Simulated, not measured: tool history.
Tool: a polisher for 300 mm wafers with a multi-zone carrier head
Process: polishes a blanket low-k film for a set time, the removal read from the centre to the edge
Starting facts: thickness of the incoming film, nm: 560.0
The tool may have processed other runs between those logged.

| run | hour | flow of slurry (ml/min) | pressure of the head's centre zone | pressure of the head's middle zone | pressure of the head's edge zone | abrasive content of the slurry | polishing time (s) | film removed at the wafer's centre (angstrom) | film removed at mid-radius (angstrom) | film removed at the wafer's edge (angstrom) |
|---|---|---|---|---|---|---|---|---|---|---|
| 1 | 0 | 275 | 1 | 1 | 1 | 1 | 53 | 331.73 | 329.45 | 313.04 |
| 2 | 8.4 | 275 | 1.05 | 1 | 1 | 1 | 53 | 352.79 | 340.19 | 313.8 |
| 3 | 10.6 | 270 | 1.02 | 1.01 | 0.98 | 0.95 | 49 | 304.77 | 307.78 | 285.94 |
| 4 | 18.6 | 270 | 1.02 | 0.94 | 0.98 | 0.95 | 49 | 301.98 | 291.17 | 289.03 |
| 5 | 20 | 270 | 1.02 | 1 | 0.98 | 0.95 | 49 | 302.4 | 308.03 | 287.12 |
| 6 | 28.2 | 270 | 0.97 | 1 | 0.98 | 0.95 | 49 | 297.3 | 300.35 | 292.01 |
| 7 | 34.9 | 255 | 0.96 | 1.01 | 0.96 | 0.9 | 45 | 254.56 | 273.36 | 259.72 |
| 8 | 40.7 | 250 | 0.97 | 1.01 | 0.94 | 0.85 | 42 | 239.33 | 249.73 | 231.88 |
| 9 | 48 | 245 | 0.95 | 1.02 | 0.93 | 0.8 | 40 | 219.45 | 229.85 | 212.1 |
| 10 | 53.4 | 235 | 0.93 | 1.04 | 0.93 | 0.75 | 38 | 195.14 | 219.44 | 192.75 |
| 11 | 55.9 | 230 | 0.92 | 1.04 | 0.93 | 0.7 | 37 | 182.07 | 211.52 | 183.85 |

Run 12 comes next. What will it give?
| 12 | 58.6 | 225 | 0.84 | 0.94 | 0.85 | 0.5 | 29 | ? | ? | ? |

{"run 12": {"film removed at the wafer's centre (angstrom)": 115.86, "film removed at mid-radius (angstrom)": 132.46, "film removed at the wafer's edge (angstrom)": 124.85}}
